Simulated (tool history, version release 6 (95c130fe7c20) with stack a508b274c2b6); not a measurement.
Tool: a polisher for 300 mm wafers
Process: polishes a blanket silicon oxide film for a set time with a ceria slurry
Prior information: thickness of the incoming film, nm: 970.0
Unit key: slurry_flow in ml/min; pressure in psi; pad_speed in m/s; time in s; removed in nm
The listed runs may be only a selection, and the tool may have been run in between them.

| run | hour | slurry_flow | pressure | pad_speed | time | removed |
|---|---|---|---|---|---|---|
| 1 | 0 | 150 | 2 | 1.02 | 45 | 102.21 |
| 2 | 8.7 | 160 | 2.3 | 1.04 | 45 | 122.88 |
| 3 | 14.8 | 145 | 2.3 | 1.04 | 45 | 121 |
| 4 | 15.9 | 155 | 2.5 | 1.06 | 45 | 133.6 |
| 5 | 23.5 | 180 | 2.5 | 1.06 | 45 | 137.95 |
| 6 | 30 | 180 | 2.5 | 1.14 | 45 | 148.66 |
| 7 | 31 | 205 | 3.1 | 1.14 | 45 | 185.34 |

Expected results for the next run?
| 8 | 33 | 205 | 3.1 | 1.16 | 45 | ? |

removed: 188.29 nm
